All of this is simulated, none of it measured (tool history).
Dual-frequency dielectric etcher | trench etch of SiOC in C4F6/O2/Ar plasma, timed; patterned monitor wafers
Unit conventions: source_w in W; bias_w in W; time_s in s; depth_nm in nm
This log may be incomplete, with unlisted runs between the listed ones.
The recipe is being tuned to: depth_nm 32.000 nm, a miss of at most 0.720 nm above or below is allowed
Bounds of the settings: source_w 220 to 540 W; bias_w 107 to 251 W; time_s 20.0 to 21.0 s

{"run": 1, "hour": 0.0, "source_w": 380, "bias_w": 179, "time_s": 20.0, "depth_nm": 37.367}
{"run": 2, "hour": 7.1, "source_w": 360, "bias_w": 177, "time_s": 20.0, "depth_nm": 36.416}
{"run": 3, "hour": 10.8, "source_w": 360, "bias_w": 177, "time_s": 20.0, "depth_nm": 36.204}
{"run": 4, "hour": 18.8, "source_w": 350, "bias_w": 176, "time_s": 20.0, "depth_nm": 35.713}
{"run": 5, "hour": 23.5, "source_w": 350, "bias_w": 176, "time_s": 20.0, "depth_nm": 35.94}
{"run": 6, "hour": 29.0, "source_w": 320, "bias_w": 176, "time_s": 20.0, "depth_nm": 34.461}
{"run": 7, "hour": 35.3, "source_w": 310, "bias_w": 175, "time_s": 20.0, "depth_nm": 33.646}
{"run": 8, "hour": 42.9, "source_w": 310, "bias_w": 175, "time_s": 20.0, "depth_nm": 33.611}
{"run": 9, "hour": 44.9, "source_w": 290, "bias_w": 174, "time_s": 20.0, "depth_nm": 32.856}

Exercise: of the 4 proposed moves below, exactly one satisfies all targets within the stated allowed misses. Which move is it?
{"run": "A", "hour": 46.9, "source_w": 300, "bias_w": 170, "time_s": 20.5, "depth_nm": "?"}
{"run": "B", "hour": 46.9, "source_w": 280, "bias_w": 202, "time_s": 20.0, "depth_nm": "?"}
{"run": "C", "hour": 46.9, "source_w": 310, "bias_w": 169, "time_s": 20.5, "depth_nm": "?"}
{"run": "D", "hour": 46.9, "source_w": 270, "bias_w": 176, "time_s": 20.0, "depth_nm": "?"}

move=A depth_nm=34.051
move=B depth_nm=33.557
move=C depth_nm=34.481
move=D depth_nm=32.012
A: misses by more than the last run did
B: misses by more than the last run did
C: misses by more than the last run did
D: all results in spec
The right move is D.
